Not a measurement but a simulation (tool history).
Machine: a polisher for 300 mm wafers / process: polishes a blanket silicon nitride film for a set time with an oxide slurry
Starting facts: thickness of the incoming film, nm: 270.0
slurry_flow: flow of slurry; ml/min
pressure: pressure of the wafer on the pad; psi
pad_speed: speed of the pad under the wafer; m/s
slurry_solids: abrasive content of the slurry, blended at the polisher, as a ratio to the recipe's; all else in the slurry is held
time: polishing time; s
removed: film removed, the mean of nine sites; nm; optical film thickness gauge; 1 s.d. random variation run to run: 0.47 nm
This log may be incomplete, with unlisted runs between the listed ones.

run  hour  slurry_flow  pressure  pad_speed  slurry_solids  time  removed
  1     0          290       2.6       1.22              1    57   26.896
  2   8.6          290       2.6       1.22            1.2    57   28.506
  3  15.9          290       2.8       1.22            1.2    57   30.118
  4  20.9          220       2.8       1.22            1.2    57   29.535
  5    27          220         3       1.22            1.2    57   29.769
  6  35.4          220       3.2       1.22            1.2    57   31.363

For run 7, what comes out?
  7  37.3          225       3.4       1.22            1.2    57        ?

Run 7 came out at removed 33.325 nm.
